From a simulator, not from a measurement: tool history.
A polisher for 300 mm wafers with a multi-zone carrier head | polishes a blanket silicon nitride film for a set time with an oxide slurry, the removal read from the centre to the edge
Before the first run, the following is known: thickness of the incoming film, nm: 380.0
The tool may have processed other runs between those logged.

run  hour  flow of slurry (ml/min)  pressure of the head's centre zone  pressure of the head's middle zone  pressure of the head's edge zone  abrasive content of the slurry  polishing time (s)  film removed at the wafer's centre (Å)  film removed at mid-radius (Å)  film removed at the wafer's edge (Å)
  1     0                      245                                   1                                   1                                 1                               1                  77                                  513.69                          506.87                                 509.6
  2   5.8                      240                                0.97                                   1                              0.99                            0.95                  77                                   479.8                          489.34                                492.74
  3  14.5                      240                                0.97                                   1                              0.91                            0.95                  77                                  475.59                          488.54                                475.11
  4  15.9                      235                                0.95                                   1                              0.91                             0.9                  77                                  447.23                          473.19                                458.22
  5  20.6                      280                                0.95                                   1                              0.91                             0.9                  77                                  459.99                          485.33                                450.33
  6  23.9                      270                                0.93                                   1                              0.91                            0.85                  77                                  426.44                          458.24                                 431.8
  7  29.5                      270                                0.93                                   1                              0.91                            0.85                  77                                  427.65                          461.97                                443.45

What does the tool deliver on the next run?
  8  33.7                      200                                0.83                                1.01                              0.93                             0.6                  76                                       ?                               ?                                     ?

film removed at the wafer's centre (Å): 254.14
film removed at mid-radius (Å): 315.85
film removed at the wafer's edge (Å): 305.88

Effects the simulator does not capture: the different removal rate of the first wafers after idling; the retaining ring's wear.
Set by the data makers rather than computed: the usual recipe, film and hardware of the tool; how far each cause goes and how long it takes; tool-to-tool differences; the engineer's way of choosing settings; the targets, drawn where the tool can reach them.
